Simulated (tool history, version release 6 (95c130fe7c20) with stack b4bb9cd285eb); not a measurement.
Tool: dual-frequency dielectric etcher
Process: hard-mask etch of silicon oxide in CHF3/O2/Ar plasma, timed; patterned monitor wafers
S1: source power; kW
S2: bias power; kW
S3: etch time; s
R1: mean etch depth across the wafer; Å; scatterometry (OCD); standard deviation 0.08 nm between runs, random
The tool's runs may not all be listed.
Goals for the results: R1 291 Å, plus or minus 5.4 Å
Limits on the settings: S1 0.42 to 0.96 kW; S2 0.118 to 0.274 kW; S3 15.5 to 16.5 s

run	day	S1	S2	S3	R1
1	0	0.69	0.196	16.5	334.9
2	0.288	0.65	0.194	16.5	327.73
3	0.471	0.65	0.194	15.5	308.16
4	0.504	0.65	0.194	16.5	328.18
5	0.804	0.61	0.191	16.5	321.62
6	0.904	0.59	0.186	16.5	315.55
7	1.092	0.57	0.183	16.5	312.25
8	1.317	0.43	0.174	16.5	284.77

Next run, 4 choices. One meets every target within its allowed miss, the rest don't. Which?
A	1.542	0.5	0.184	15.5	?
B	1.542	0.45	0.211	15.5	?
C	1.542	0.56	0.185	15.5	?
D	1.542	0.42	0.164	16.5	?

move	R1
A	281.06
B	280.01
C	290.93
D	278.79
A: moves away from the targets compared with the last run
B: moves away from the targets compared with the last run
C: every result within its allowed miss
D: moves away from the targets compared with the last run
C is the move that brings every result within its allowed miss.
